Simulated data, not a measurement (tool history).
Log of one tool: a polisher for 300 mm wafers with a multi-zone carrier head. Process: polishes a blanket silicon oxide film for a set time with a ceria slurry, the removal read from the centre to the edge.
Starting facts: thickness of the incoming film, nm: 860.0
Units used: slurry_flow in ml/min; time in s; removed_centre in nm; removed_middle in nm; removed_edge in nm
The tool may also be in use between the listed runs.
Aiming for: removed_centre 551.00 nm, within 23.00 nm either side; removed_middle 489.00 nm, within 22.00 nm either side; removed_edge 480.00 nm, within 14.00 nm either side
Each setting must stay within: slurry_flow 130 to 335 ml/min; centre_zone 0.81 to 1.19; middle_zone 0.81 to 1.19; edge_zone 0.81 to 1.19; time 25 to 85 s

run  hour  slurry_flow  centre_zone  middle_zone  edge_zone  time  removed_centre  removed_middle  removed_edge
  1   0.0          215         1.00         1.00       1.00    55          372.76          354.00        364.45
  2   1.1          190         1.00         1.00       1.00    55          355.32          351.00        359.51
  3   3.7          190         1.00         1.00       1.00    65          424.62          412.63        426.31
  4  11.0          165         1.00         1.00       1.00    65          409.85          404.69        417.06
  5  20.0          190         1.02         1.02       1.01    65          442.21          418.43        422.15
  6  24.3          210         1.02         1.03       1.03    66          446.98          439.67        438.26
  7  31.5          225         1.04         1.03       1.04    67          466.59          442.34        438.01
  8  35.1          230         1.05         1.03       1.04    68          479.04          453.43        447.10
  9  43.2          235         1.06         1.03       1.05    69          495.98          459.94        460.22
 10  50.6          240         1.07         1.03       1.05    70          492.44          466.36        467.73
 11  58.6          245         1.10         1.04       1.05    71          525.37          473.69        472.18

Below are 5 possible settings for the next run. Only one of them brings all results inside the allowed miss of their targets. Which is it?
  A  66.6          330         1.12         1.01       1.05    75               ?               ?             ?
  B  66.6          255         1.00         0.89       1.07    71               ?               ?             ?
  C  66.6          250         1.05         1.05       1.11    71               ?               ?             ?
  D  66.6          270         1.14         1.05       1.03    72               ?               ?             ?
  E  66.6          240         1.17         1.03       1.03    68               ?               ?             ?

move  removed_centre  removed_middle  removed_edge
   A          576.90          515.04        513.69
   B          476.40          430.38        482.44
   C          500.09          493.55        485.80
   D          554.63          503.32        484.79
   E          532.10          463.26        454.80
A: pushes the last run's worst result past its target
B: the biggest miss grows against the last run
C: the biggest miss grows against the last run
D: each result inside its tolerance
E: brings the last run's worst result on target, with another outside its allowed miss
The right move is D.

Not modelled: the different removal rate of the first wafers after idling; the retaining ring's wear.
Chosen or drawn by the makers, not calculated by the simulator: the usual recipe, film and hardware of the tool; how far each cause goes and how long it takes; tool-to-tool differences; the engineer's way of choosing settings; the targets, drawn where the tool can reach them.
